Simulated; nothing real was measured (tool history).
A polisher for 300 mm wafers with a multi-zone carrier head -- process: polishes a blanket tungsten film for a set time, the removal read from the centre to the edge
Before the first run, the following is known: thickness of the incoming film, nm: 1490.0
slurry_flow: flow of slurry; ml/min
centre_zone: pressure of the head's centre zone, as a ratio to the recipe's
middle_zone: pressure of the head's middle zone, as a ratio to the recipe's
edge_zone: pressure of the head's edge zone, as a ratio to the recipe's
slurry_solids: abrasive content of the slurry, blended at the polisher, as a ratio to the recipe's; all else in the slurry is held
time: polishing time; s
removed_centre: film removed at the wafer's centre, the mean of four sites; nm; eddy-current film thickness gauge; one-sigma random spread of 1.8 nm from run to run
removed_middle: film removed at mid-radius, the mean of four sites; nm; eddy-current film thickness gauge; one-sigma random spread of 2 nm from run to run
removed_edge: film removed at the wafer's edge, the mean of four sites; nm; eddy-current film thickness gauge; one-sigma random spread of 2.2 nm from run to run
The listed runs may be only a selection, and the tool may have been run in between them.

run	hour	slurry_flow	centre_zone	middle_zone	edge_zone	slurry_solids	time	removed_centre	removed_middle	removed_edge
1	0.0	210	1.00	1.00	1.00	1.00	59	315.20	351.68	350.35
2	8.7	210	0.93	1.00	1.00	1.00	59	291.97	348.15	353.20
3	11.5	210	0.99	1.00	1.00	1.00	59	309.10	346.07	358.90
4	18.1	210	0.99	1.00	1.00	0.80	59	294.45	329.30	326.71
5	19.5	240	0.99	1.00	1.00	0.80	59	298.89	336.76	336.93
6	23.2	240	0.99	1.00	1.07	0.80	59	297.98	333.85	344.80
7	25.4	215	0.99	0.96	1.01	0.70	58	275.91	300.32	315.11
# hour 33.4: centre zone pressure recalibrated
8	33.4	195	1.00	0.95	0.96	0.65	58	296.09	291.22	295.96

Run 9, settings as shown, results not yet in. Your forecast:
9	37.5	185	0.96	0.94	0.94	0.60	57	?	?	?

For run 9 the tool returned removed_centre 272.97 nm, removed_middle 277.76 nm, removed_edge 284.96 nm.
